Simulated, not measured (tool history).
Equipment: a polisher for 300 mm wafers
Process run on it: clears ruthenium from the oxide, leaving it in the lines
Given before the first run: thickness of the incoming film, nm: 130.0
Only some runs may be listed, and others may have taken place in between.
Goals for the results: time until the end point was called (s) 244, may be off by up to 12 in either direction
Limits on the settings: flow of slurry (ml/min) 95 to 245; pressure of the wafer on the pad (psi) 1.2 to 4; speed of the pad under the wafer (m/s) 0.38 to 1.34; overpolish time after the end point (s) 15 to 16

run	day	flow of slurry (ml/min)	pressure of the wafer on the pad (psi)	speed of the pad under the wafer (m/s)	overpolish time after the end point (s)	time until the end point was called (s)
1	0	155	2.6	0.86	15	97.84
2	0.367	155	2.6	0.86	16	97.792
3	0.521	155	2.6	0.86	15	96.803
4	0.817	155	2.1	0.86	15	120.6
5	1.046	150	1.8	0.76	15	152.03
6	1.317	150	1.8	0.76	15	150.8
7	1.633	145	1.6	0.68	15	185.82
8	1.75	135	1.2	0.6	15	263.88

Pick the move, out of 5, that brings all results within their allowed miss; only one does.
A	1.867	175	1.3	0.58	16	?
B	1.867	145	1.2	0.54	16	?
C	1.867	195	1.3	0.42	15	?
D	1.867	120	1.2	0.62	16	?
E	1.867	125	1.2	0.56	16	?

move	time until the end point was called (s)
A	240.07
B	277.54
C	284.9
D	262.87
E	277.98
A: meets every target
B: misses by more than the last run did
C: misses by more than the last run did
D: nearer than the last run, and not there yet
E: misses by more than the last run did
A meets every target.

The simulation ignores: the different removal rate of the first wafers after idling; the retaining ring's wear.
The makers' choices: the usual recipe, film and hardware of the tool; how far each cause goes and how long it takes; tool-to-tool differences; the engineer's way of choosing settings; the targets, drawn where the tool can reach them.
